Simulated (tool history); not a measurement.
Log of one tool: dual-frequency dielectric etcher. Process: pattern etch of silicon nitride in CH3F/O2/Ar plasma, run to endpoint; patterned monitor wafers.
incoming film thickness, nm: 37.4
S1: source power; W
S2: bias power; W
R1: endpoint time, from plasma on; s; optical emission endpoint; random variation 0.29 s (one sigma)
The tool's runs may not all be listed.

{"run": 1, "day": 0.0, "S1": 470, "S2": 83, "R1": 52.407}
{"run": 2, "day": 0.208, "S1": 490, "S2": 85, "R1": 51.282}
{"run": 3, "day": 0.517, "S1": 510, "S2": 87, "R1": 51.047}
{"run": 4, "day": 0.783, "S1": 470, "S2": 87, "R1": 51.627}
{"run": 5, "day": 0.975, "S1": 490, "S2": 90, "R1": 51.545}
{"run": 6, "day": 1.329, "S1": 490, "S2": 97, "R1": 49.785}
{"run": 7, "day": 1.471, "S1": 510, "S2": 99, "R1": 49.164}
{"run": 8, "day": 1.767, "S1": 530, "S2": 101, "R1": 48.612}

Forecast run 9:
{"run": 9, "day": 2.0, "S1": 540, "S2": 103, "R1": "?"}

Run 9 gave R1 47.552 s.
